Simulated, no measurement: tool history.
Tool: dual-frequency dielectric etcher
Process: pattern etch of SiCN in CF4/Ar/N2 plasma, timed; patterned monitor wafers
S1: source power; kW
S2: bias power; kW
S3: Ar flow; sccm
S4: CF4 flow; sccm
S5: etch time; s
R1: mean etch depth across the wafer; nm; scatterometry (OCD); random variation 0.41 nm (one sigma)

| run | hour | S1 | S2 | S3 | S4 | S5 | R1 |
|---|---|---|---|---|---|---|---|
| 1 | 0.0 | 0.470 | 0.052 | 127 | 57 | 141.5 | 106.45 |
| 2 | 8.0 | 0.470 | 0.046 | 127 | 57 | 141.5 | 105.32 |
| 3 | 15.0 | 0.470 | 0.046 | 146 | 57 | 141.5 | 102.41 |
| 4 | 15.9 | 0.550 | 0.046 | 146 | 57 | 141.5 | 120.67 |
| 5 | 20.3 | 0.550 | 0.046 | 126 | 57 | 141.5 | 124.62 |
| 6 | 27.0 | 0.510 | 0.046 | 126 | 57 | 141.5 | 114.74 |

Run 7 is up next; what results do you expect?
| 7 | 34.6 | 0.480 | 0.046 | 126 | 57 | 141.5 | ? |

Run 7 came out at R1 107.54 nm.
